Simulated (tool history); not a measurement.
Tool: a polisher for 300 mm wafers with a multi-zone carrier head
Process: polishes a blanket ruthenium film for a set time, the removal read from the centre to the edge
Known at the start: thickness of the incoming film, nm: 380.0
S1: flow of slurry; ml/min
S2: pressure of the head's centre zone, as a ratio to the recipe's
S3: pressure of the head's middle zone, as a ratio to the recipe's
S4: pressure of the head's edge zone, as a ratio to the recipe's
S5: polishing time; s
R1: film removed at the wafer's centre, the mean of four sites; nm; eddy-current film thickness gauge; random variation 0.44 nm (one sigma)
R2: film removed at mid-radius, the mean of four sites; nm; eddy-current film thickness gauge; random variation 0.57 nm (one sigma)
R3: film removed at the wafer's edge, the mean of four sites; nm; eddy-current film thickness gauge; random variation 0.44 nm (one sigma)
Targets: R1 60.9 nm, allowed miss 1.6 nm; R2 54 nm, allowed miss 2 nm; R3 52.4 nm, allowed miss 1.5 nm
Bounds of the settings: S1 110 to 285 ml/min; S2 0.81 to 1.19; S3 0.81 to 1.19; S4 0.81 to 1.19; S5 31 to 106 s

run	day	S1	S2	S3	S4	S5	R1	R2	R3
1	0	180	1	1	1	68	70.005	69.989	70.847
2	0.192	180	1.01	0.99	0.98	66	69.424	66.035	68.277
3	0.567	180	0.95	0.99	0.98	66	64.851	66.989	68.618
4	0.758	180	0.95	0.99	1.02	66	65.578	66.242	70.068
5	1.121	180	0.97	0.99	1	65	65.727	65.554	68.398
6	1.146	175	0.98	0.99	0.98	64	65.19	64.904	65.517
# day 1.183: worn pad replaced by a new one
7	1.183	170	0.98	0.98	0.96	63	70.78	70.032	72.019
8	1.383	180	0.99	0.98	0.96	63	72.172	71.647	72.938

Which of these 5 next moves meets every target?
A	1.583	150	1.05	1.12	1	49	?	?	?
B	1.583	195	1.14	1.18	0.93	43	?	?	?
C	1.583	155	1.15	1.06	0.98	50	?	?	?
D	1.583	125	1.16	1.05	0.92	49	?	?	?
E	1.583	280	1.04	1.06	0.81	47	?	?	?

move	R1	R2	R3
A	57.294	58.433	56.532
B	57.732	56.308	49.626
C	64.551	57.252	57.461
D	60.205	52.876	52.722
E	60.591	58.899	52.892
A: nearer than the last run, and not there yet
B: takes the result that was furthest off past its target
C: nearer than the last run, and not there yet
D: meets every target
E: brings the result that was furthest off to its target, and leaves another outside
Answer: D
